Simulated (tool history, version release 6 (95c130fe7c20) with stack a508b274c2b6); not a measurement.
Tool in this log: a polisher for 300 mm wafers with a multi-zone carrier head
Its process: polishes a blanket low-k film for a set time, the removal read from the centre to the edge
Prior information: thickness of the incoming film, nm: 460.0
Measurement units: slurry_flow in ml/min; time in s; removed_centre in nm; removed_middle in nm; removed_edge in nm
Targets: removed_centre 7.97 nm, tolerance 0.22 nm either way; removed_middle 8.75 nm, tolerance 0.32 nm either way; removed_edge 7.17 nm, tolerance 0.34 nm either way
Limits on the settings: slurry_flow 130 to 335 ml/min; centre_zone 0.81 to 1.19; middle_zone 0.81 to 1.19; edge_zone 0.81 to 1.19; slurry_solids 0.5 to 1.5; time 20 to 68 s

run	hour	slurry_flow	centre_zone	middle_zone	edge_zone	slurry_solids	time	removed_centre	removed_middle	removed_edge
1	0	215	1	1	1	1	44	15.109	15.324	14.843
2	8.5	215	1	0.92	1	1	44	15.314	14.412	14.553
3	12.4	215	1	0.92	1	0.85	44	14.106	13.127	13.759
4	16.1	225	1.01	0.95	0.98	0.8	42	12.925	12.615	12.306
5	16.6	260	1.01	0.95	0.98	0.8	42	13.41	12.678	12.525
6	18.7	260	1.01	0.95	0.98	0.8	35	11.1	10.578	10.512
7	20.4	265	1.01	0.96	0.96	0.75	34	10.311	9.9555	9.7601
8	24.8	270	1.01	0.97	0.95	0.7	34	9.8989	9.661	9.117
9	30.9	270	1	0.97	0.94	0.7	34	9.7754	9.6587	9.2909
10	39.7	270	1	0.98	0.93	0.7	34	9.6977	9.8014	8.9314
11	43.9	270	0.99	0.98	0.92	0.7	34	9.5646	9.7857	9.2337
12	50.1	270	0.99	0.99	0.91	0.7	34	9.7126	9.9017	8.9686
13	56.9	210	0.92	1.01	0.81	0.5	33	6.572	7.2873	6.3046
14	61.3	270	0.97	1.05	0.82	0.5	32	6.8982	7.4504	6.2864
15	68	275	1.04	1.15	0.92	0.7	32	9.571	10.492	8.5736
16	71.1	270	1.03	1.14	0.91	0.7	32	9.5807	10.49	8.5718
17	72.3	265	1.02	1.13	0.9	0.7	32	9.4586	10.399	8.3803
18	80.6	260	1.01	1.12	0.89	0.7	32	9.3088	10.315	8.288
19	84.2	260	1	1.11	0.88	0.7	32	9.1976	10.001	8.3033

Exercise: of the 4 proposed moves below, exactly one satisfies all targets within the stated allowed misses. Which move is it?
A	87.8	290	0.83	1.07	0.98	0.75	34	?	?	?
B	87.8	250	0.88	1.1	0.98	0.8	31	?	?	?
C	87.8	265	0.95	0.94	0.93	0.85	34	?	?	?
D	87.8	225	1.02	1.13	0.89	0.7	28	?	?	?

move	removed_centre	removed_middle	removed_edge
A	8.5193	11.085	10.035
B	8.436	10.608	9.4139
C	10.426	10.626	10.518
D	8.0036	8.8806	7.3868
A: misses by more than the last run did
B: misses by more than the last run did
C: misses by more than the last run did
D: in spec on every target
Go with D: it meets all targets.

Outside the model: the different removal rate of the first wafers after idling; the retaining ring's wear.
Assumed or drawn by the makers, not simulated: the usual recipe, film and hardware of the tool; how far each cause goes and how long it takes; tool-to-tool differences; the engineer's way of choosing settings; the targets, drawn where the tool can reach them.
